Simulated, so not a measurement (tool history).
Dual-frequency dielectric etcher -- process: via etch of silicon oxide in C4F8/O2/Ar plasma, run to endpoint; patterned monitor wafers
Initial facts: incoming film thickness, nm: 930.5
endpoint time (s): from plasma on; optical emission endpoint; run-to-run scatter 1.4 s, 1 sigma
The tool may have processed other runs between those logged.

| run | hour | source power (W) | bias power (W) | endpoint time (s) |
|---|---|---|---|---|
| 1 | 0 | 2190 | 2363 | 173.74 |
| 2 | 3.8 | 2540 | 2363 | 166.53 |
| 3 | 10 | 2540 | 2773 | 155.97 |
| 4 | 16.8 | 2540 | 2915 | 156.22 |
| 5 | 21.8 | 2540 | 3107 | 151.43 |
| 6 | 26.9 | 2200 | 2823 | 163.79 |
| 7 | 28.5 | 1950 | 2562 | 170.98 |
| 8 | 36.1 | 1780 | 2265 | 182.29 |
| 9 | 41.9 | 1660 | 2095 | 190.32 |
| 10 | 49.2 | 1660 | 2095 | 187.41 |

For run 11, what comes out?
| 11 | 54.2 | 1560 | 1953 | ? |

endpoint time (s): 196.27

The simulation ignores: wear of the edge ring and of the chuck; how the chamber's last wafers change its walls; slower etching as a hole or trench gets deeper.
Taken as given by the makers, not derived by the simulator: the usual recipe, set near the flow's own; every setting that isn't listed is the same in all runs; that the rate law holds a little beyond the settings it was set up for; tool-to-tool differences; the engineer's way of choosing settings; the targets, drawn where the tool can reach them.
